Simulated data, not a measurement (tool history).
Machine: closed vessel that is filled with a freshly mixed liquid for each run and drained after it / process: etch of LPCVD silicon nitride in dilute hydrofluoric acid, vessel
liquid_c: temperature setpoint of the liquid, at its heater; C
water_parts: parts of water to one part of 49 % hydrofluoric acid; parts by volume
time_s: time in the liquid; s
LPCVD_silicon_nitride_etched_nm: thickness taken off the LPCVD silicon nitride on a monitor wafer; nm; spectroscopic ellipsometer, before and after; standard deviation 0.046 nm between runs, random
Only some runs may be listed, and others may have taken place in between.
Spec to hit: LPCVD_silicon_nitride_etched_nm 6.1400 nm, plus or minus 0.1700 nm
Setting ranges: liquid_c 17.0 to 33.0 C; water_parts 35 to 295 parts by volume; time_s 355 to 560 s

run  hour  liquid_c  water_parts  time_s  LPCVD_silicon_nitride_etched_nm
  1   0.0      25.0          165     560                           2.2959
  2   9.5      27.0          145     560                           2.9548
  3  16.2      30.0          145     560                           3.5670
  4  17.6      31.0          130     560                           4.2083
  5  19.9      31.0          130     560                           4.1734
  6  23.2      31.5          120     560                           4.7204
  7  32.6      32.0          115     560                           5.1083
  8  36.4      32.5          110     560                           5.4151
  9  45.3      32.5          105     560                           5.7797
 10  55.0      33.0          105     560                           5.9632
     60.1  -- thermometer replaced
 11  60.1      33.0          100     560                           5.3726

Next run, 4 choices. One meets every target within its allowed miss, the rest don't. Which?
  A  65.2      32.5           50     355                                ?
  B  65.2      33.0           80     560                                ?
  C  65.2      32.5           85     560                                ?
  D  65.2      33.0          115     560                                ?

move  LPCVD_silicon_nitride_etched_nm
   A                           6.6592
   B                           6.7691
   C                           6.1730
   D                           4.6841
A: moves the result that the last run missed by most past its target, out the other side
B: moves the result that the last run missed by most past its target, out the other side
C: meets every target
D: its largest miss is bigger than the last run's
Go with C: it meets all targets.
